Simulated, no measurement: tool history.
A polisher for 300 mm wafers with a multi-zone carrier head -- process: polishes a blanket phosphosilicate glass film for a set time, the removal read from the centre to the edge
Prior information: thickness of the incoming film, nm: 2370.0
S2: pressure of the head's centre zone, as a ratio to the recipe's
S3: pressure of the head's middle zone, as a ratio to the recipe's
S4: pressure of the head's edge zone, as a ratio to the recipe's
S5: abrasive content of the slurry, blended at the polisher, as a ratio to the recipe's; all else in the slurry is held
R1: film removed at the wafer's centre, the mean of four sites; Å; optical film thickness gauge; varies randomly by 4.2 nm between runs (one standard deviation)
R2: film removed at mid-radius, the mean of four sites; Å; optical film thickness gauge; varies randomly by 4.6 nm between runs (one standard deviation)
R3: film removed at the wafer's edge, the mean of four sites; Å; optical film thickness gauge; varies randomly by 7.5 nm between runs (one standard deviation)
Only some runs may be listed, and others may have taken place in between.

Run 1, hour 0.0: flow of slurry (ml/min) 185, S2 1.00, S3 1.00, S4 1.00, S5 1.00, polishing time (s) 85. Result: R1 7798.7 Å, R2 7735.7 Å, R3 7841.8 Å.
Run 2, hour 3.3: flow of slurry (ml/min) 185, S2 1.00, S3 1.00, S4 1.00, S5 1.00, polishing time (s) 95. Result: R1 8820.1 Å, R2 8664.3 Å, R3 8647.8 Å.
Run 3, hour 5.2: flow of slurry (ml/min) 185, S2 0.97, S3 1.00, S4 1.00, S5 1.00, polishing time (s) 95. Result: R1 8539.2 Å, R2 8654.2 Å, R3 8696.2 Å.
Run 4, hour 13.3: flow of slurry (ml/min) 180, S2 0.96, S3 1.00, S4 0.97, S5 0.90, polishing time (s) 93. Result: R1 7815.5 Å, R2 8023.2 Å, R3 8037.9 Å.
Run 5, hour 16.4: flow of slurry (ml/min) 155, S2 0.96, S3 1.00, S4 0.97, S5 0.90, polishing time (s) 93. Result: R1 7641.8 Å, R2 7896.9 Å, R3 7734.8 Å.
Run 6, hour 17.3: flow of slurry (ml/min) 150, S2 0.96, S3 0.99, S4 0.95, S5 0.85, polishing time (s) 92. Result: R1 7364.7 Å, R2 7504.4 Å, R3 7354.9 Å.
Run 7, hour 19.2: flow of slurry (ml/min) 145, S2 0.95, S3 0.98, S4 0.93, S5 0.80, polishing time (s) 91. Result: R1 6972.0 Å, R2 7011.0 Å, R3 7008.7 Å.
Run 8, hour 26.0: flow of slurry (ml/min) 180, S2 0.91, S3 1.02, S4 0.83, S5 0.55, polishing time (s) 82. Result: R1 5047.3 Å, R2 5455.1 Å, R3 4846.1 Å.
Run 9, hour 30.2: flow of slurry (ml/min) 180, S2 0.92, S3 1.02, S4 0.85, S5 0.55, polishing time (s) 82. Result: R1 5050.5 Å, R2 5464.1 Å, R3 4787.1 Å.
Run 10, hour 33.8: flow of slurry (ml/min) 215, S2 0.90, S3 0.93, S4 0.90, S5 0.75, polishing time (s) 82. Result: R1 6225.3 Å, R2 6249.7 Å, R3 6189.7 Å.
Run 11, hour 41.4: flow of slurry (ml/min) 205, S2 0.90, S3 0.93, S4 0.89, S5 0.75, polishing time (s) 82. Result: R1 6146.2 Å, R2 6134.5 Å, R3 6164.3 Å.
Run 12, hour 47.3: flow of slurry (ml/min) 200, S2 0.90, S3 0.93, S4 0.88, S5 0.75, polishing time (s) 82. Result: R1 6023.6 Å, R2 6296.5 Å, R3 6130.4 Å.

What will run 13 give?
Run 13, hour 51.3: flow of slurry (ml/min) 195, S2 0.90, S3 0.93, S4 0.88, S5 0.75, polishing time (s) 82. Result: R1 ?, R2 ?, R3 ?.

Run 13 yielded R1 6089.8 Å, R2 6170.7 Å, R3 6160.1 Å.

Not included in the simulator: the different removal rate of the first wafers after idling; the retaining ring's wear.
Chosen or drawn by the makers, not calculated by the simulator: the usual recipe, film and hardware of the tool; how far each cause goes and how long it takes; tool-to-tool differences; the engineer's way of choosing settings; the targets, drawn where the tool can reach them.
